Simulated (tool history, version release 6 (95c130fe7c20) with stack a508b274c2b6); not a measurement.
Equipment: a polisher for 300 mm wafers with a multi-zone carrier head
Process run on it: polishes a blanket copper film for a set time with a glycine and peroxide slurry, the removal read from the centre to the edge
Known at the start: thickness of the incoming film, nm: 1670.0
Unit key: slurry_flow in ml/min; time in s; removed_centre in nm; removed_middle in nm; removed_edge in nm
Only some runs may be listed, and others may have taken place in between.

{"run": 1, "hour": 0.0, "slurry_flow": 290, "centre_zone": 1.0, "middle_zone": 1.0, "edge_zone": 1.0, "time": 42, "removed_centre": 195.06, "removed_middle": 185.31, "removed_edge": 191.97}
{"run": 2, "hour": 5.7, "slurry_flow": 290, "centre_zone": 1.0, "middle_zone": 1.0, "edge_zone": 1.0, "time": 36, "removed_centre": 166.6, "removed_middle": 161.2, "removed_edge": 166.28}
{"run": 3, "hour": 9.2, "slurry_flow": 325, "centre_zone": 1.0, "middle_zone": 1.0, "edge_zone": 1.0, "time": 36, "removed_centre": 165.16, "removed_middle": 160.43, "removed_edge": 167.27}
{"run": 4, "hour": 15.3, "slurry_flow": 325, "centre_zone": 1.0, "middle_zone": 0.96, "edge_zone": 1.0, "time": 36, "removed_centre": 164.45, "removed_middle": 156.64, "removed_edge": 168.44}
{"run": 5, "hour": 17.5, "slurry_flow": 325, "centre_zone": 0.93, "middle_zone": 0.96, "edge_zone": 1.0, "time": 36, "removed_centre": 154.81, "removed_middle": 160.16, "removed_edge": 165.59}
{"run": 6, "hour": 26.3, "slurry_flow": 325, "centre_zone": 0.93, "middle_zone": 0.96, "edge_zone": 1.0, "time": 40, "removed_centre": 170.03, "removed_middle": 175.86, "removed_edge": 184.77}
{"run": 7, "hour": 30.9, "slurry_flow": 365, "centre_zone": 1.03, "middle_zone": 1.06, "edge_zone": 1.08, "time": 52, "removed_centre": 244.52, "removed_middle": 242.99, "removed_edge": 250.97}
{"run": 8, "hour": 34.1, "slurry_flow": 365, "centre_zone": 1.05, "middle_zone": 1.07, "edge_zone": 1.07, "time": 52, "removed_centre": 248.83, "removed_middle": 249.61, "removed_edge": 250.85}
{"run": 9, "hour": 40.0, "slurry_flow": 365, "centre_zone": 1.07, "middle_zone": 1.07, "edge_zone": 1.06, "time": 52, "removed_centre": 261.75, "removed_middle": 248.32, "removed_edge": 249.17}
{"run": 10, "hour": 41.3, "slurry_flow": 365, "centre_zone": 1.08, "middle_zone": 1.08, "edge_zone": 1.06, "time": 52, "removed_centre": 264.65, "removed_middle": 244.6, "removed_edge": 245.66}

For run 11, what comes out?
{"run": 11, "hour": 49.2, "slurry_flow": 365, "centre_zone": 1.08, "middle_zone": 1.09, "edge_zone": 1.06, "time": 52, "removed_centre": "?", "removed_middle": "?", "removed_edge": "?"}

removed_centre: 260.60 nm
removed_middle: 245.80 nm
removed_edge: 247.58 nm

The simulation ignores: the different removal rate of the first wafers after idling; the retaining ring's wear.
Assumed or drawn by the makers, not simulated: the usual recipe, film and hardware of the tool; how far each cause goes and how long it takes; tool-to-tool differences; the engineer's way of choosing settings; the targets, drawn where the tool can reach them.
